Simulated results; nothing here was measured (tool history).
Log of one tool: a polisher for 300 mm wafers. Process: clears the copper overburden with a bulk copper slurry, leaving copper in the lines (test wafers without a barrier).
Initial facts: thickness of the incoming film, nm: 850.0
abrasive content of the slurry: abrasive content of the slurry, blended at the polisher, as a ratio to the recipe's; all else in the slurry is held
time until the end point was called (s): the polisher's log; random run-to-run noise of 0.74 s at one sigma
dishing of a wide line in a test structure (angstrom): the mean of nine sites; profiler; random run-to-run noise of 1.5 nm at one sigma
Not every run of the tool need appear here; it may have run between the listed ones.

run	hour	flow of slurry (ml/min)	pressure of the wafer on the pad (psi)	speed of the pad under the wafer (cm/s)	abrasive content of the slurry	overpolish time after the end point (s)	time until the end point was called (s)	dishing of a wide line in a test structure (angstrom)
1	0.0	230	2.5	112	1.0	13	94.285	617.32
2	2.2	230	2.6	112	1.0	13	90.682	649.39
3	9.6	230	2.7	112	1.0	13	88.904	643.11
4	15.2	230	2.8	112	1.0	14	86.399	701.71
5	17.9	230	2.4	112	1.0	14	97.047	632.65
6	24.3	230	2.4	112	1.0	20	98.459	791.40
7	32.6	235	2.6	112	1.0	19	89.870	822.65

The next listed run, before its measurement:
8	39.2	260	3.0	114	1.0	16	?	?

Run 8 came out at time until the end point was called (s) 79.896, dishing of a wide line in a test structure (angstrom) 803.66.
